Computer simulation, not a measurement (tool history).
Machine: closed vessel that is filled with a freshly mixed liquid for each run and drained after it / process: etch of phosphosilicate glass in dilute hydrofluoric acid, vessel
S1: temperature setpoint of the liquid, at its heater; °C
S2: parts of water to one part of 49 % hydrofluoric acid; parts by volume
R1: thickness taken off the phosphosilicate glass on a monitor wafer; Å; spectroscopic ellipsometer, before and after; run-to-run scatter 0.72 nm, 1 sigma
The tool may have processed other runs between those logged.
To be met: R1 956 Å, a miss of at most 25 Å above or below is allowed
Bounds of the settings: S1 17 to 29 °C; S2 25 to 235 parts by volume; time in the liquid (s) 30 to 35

Run 1, day 0: S1 21 °C, S2 130 parts by volume, time in the liquid (s) 35. Result: R1 353.19 Å.
Run 2, day 0.225: S1 23 °C, S2 110 parts by volume, time in the liquid (s) 35. Result: R1 461.61 Å.
Run 3, day 0.538: S1 23 °C, S2 110 parts by volume, time in the liquid (s) 35. Result: R1 460.87 Å.
Run 4, day 0.646: S1 23 °C, S2 110 parts by volume, time in the liquid (s) 35. Result: R1 459 Å.
Run 5, day 0.908: S1 24.5 °C, S2 95 parts by volume, time in the liquid (s) 35. Result: R1 580.23 Å.
Run 6, day 1.283: S1 25.5 °C, S2 90 parts by volume, time in the liquid (s) 35. Result: R1 635.95 Å.
Run 7, day 1.538: S1 26.5 °C, S2 85 parts by volume, time in the liquid (s) 35. Result: R1 709.79 Å.
Run 8, day 1.879: S1 27 °C, S2 80 parts by volume, time in the liquid (s) 35. Result: R1 760.3 Å.
Run 9, day 2.133: S1 27.5 °C, S2 75 parts by volume, time in the liquid (s) 35. Result: R1 832.56 Å.
Run 10, day 2.233: S1 28 °C, S2 75 parts by volume, time in the liquid (s) 35. Result: R1 859.51 Å.

Of the 5 settings listed for the next run, only one would bring every result within its allowed miss of target. Which one?
Run A, day 2.333: S1 27.5 °C, S2 70 parts by volume, time in the liquid (s) 35. Result: R1 ?.
Run B, day 2.333: S1 29 °C, S2 65 parts by volume, time in the liquid (s) 35. Result: R1 ?.
Run C, day 2.333: S1 29 °C, S2 70 parts by volume, time in the liquid (s) 35. Result: R1 ?.
Run D, day 2.333: S1 29 °C, S2 75 parts by volume, time in the liquid (s) 35. Result: R1 ?.
Run E, day 2.333: S1 27.5 °C, S2 55 parts by volume, time in the liquid (s) 30. Result: R1 ?.

move      R1
   A  909.05
   B  1045.5
   C  964.28
   D  894.01
   E  1011.1
A: moves toward the targets from the last run without getting all of them in spec
B: takes the biggest miss from the last run beyond its target
C: every result lands within tolerance
D: moves toward the targets from the last run without getting all of them in spec
E: takes the biggest miss from the last run beyond its target
The move that meets every target is C.
